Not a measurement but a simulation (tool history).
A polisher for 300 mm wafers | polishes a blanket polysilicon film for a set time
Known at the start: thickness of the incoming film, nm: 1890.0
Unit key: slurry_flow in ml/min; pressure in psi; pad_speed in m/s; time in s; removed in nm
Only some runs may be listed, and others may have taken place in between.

Run 1, hour 0: slurry_flow 230 ml/min, pressure 1.8 psi, pad_speed 0.86 m/s, time 17 s. Result: removed 94.049 nm.
Run 2, hour 2: slurry_flow 230 ml/min, pressure 2.2 psi, pad_speed 0.86 m/s, time 17 s. Result: removed 115.18 nm.
Run 3, hour 5.9: slurry_flow 230 ml/min, pressure 2.2 psi, pad_speed 0.86 m/s, time 17 s. Result: removed 112.98 nm.
Run 4, hour 9.5: slurry_flow 230 ml/min, pressure 2.2 psi, pad_speed 1.06 m/s, time 17 s. Result: removed 138.48 nm.
Run 5, hour 16.2: slurry_flow 285 ml/min, pressure 2.2 psi, pad_speed 1.06 m/s, time 17 s. Result: removed 144.87 nm.
Run 6, hour 20.4: slurry_flow 275 ml/min, pressure 2.1 psi, pad_speed 1.06 m/s, time 17 s. Result: removed 136.33 nm.
Run 7, hour 29: slurry_flow 265 ml/min, pressure 2 psi, pad_speed 1.06 m/s, time 17 s. Result: removed 128.5 nm.

Forecast run 8:
Run 8, hour 30.7: slurry_flow 260 ml/min, pressure 2 psi, pad_speed 1.06 m/s, time 17 s. Result: removed ?.

{"run 8": {"removed": 130.5}}

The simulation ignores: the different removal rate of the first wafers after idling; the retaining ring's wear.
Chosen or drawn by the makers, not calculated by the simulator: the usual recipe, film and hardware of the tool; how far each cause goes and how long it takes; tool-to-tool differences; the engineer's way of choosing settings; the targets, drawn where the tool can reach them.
